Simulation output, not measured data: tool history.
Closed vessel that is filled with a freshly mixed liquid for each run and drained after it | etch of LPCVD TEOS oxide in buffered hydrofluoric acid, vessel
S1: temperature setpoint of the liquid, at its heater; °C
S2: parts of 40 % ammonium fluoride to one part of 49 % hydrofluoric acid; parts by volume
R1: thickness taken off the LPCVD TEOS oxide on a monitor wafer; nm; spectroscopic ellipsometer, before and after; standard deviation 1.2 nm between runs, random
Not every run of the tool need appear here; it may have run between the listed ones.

run 1 day=0 | S1=23 S2=23 time_in_the_liquid_(s)=95 | R1=140.64
run 2 day=0.358 | S1=24.5 S2=22.5 time_in_the_liquid_(s)=95 | R1=153.86
run 3 day=0.529 | S1=25.5 S2=22 time_in_the_liquid_(s)=95 | R1=166.74
run 4 day=0.817 | S1=25.5 S2=22 time_in_the_liquid_(s)=95 | R1=165.57
run 5 day=1.108 | S1=25.5 S2=22 time_in_the_liquid_(s)=95 | R1=166.22
run 6 day=1.483 | S1=26.5 S2=22 time_in_the_liquid_(s)=95 | R1=175.71
run 7 day=1.608 | S1=27.5 S2=22 time_in_the_liquid_(s)=95 | R1=184.98
run 8 day=1.85 | S1=28 S2=22 time_in_the_liquid_(s)=95 | R1=188.66
run 9 day=2.162 | S1=28.5 S2=22 time_in_the_liquid_(s)=95 | R1=194.62

Run 10 comes next. What will it give?
run 10 day=2.308 | S1=29 S2=22 time_in_the_liquid_(s)=95 | R1=?

{"run 10": {"R1": 201.38}}
